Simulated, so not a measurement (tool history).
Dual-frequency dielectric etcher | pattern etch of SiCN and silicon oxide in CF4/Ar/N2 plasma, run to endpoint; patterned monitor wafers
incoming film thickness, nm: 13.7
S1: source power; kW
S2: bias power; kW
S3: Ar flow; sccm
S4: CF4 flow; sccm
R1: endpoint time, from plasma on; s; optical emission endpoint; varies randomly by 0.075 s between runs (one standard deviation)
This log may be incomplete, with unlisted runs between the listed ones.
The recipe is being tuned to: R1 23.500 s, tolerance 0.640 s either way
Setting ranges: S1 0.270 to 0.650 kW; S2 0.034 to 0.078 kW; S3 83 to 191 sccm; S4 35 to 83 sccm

| run | hour | S1 | S2 | S3 | S4 | R1 |
|---|---|---|---|---|---|---|
| 1 | 0.0 | 0.460 | 0.056 | 137 | 59 | 19.057 |
| 2 | 3.3 | 0.430 | 0.056 | 137 | 59 | 20.206 |
| 3 | 7.7 | 0.410 | 0.056 | 137 | 59 | 21.164 |
| 4 | 11.6 | 0.390 | 0.056 | 137 | 59 | 22.196 |
| 5 | 14.1 | 0.380 | 0.056 | 137 | 59 | 22.504 |
| 6 | 15.4 | 0.440 | 0.056 | 137 | 59 | 19.793 |
| 7 | 22.9 | 0.420 | 0.056 | 137 | 59 | 20.660 |
| 8 | 27.4 | 0.400 | 0.056 | 137 | 59 | 21.633 |
| 9 | 30.0 | 0.390 | 0.056 | 137 | 59 | 22.019 |
| 10 | 33.8 | 0.380 | 0.056 | 137 | 59 | 22.656 |

Pick the move, out of 5, that brings all results within their allowed miss; only one does.
| A | 37.6 | 0.370 | 0.067 | 152 | 60 | ? |
| B | 37.6 | 0.410 | 0.058 | 136 | 56 | ? |
| C | 37.6 | 0.430 | 0.053 | 154 | 49 | ? |
| D | 37.6 | 0.380 | 0.059 | 119 | 61 | ? |
| E | 37.6 | 0.380 | 0.051 | 137 | 59 | ? |

| move | R1 |
|---|---|
| A | 22.008 |
| B | 21.004 |
| C | 22.029 |
| D | 21.372 |
| E | 23.370 |
A: lands further from the targets than the last run did
B: lands further from the targets than the last run did
C: lands further from the targets than the last run did
D: lands further from the targets than the last run did
E: meets every target
E meets every target.
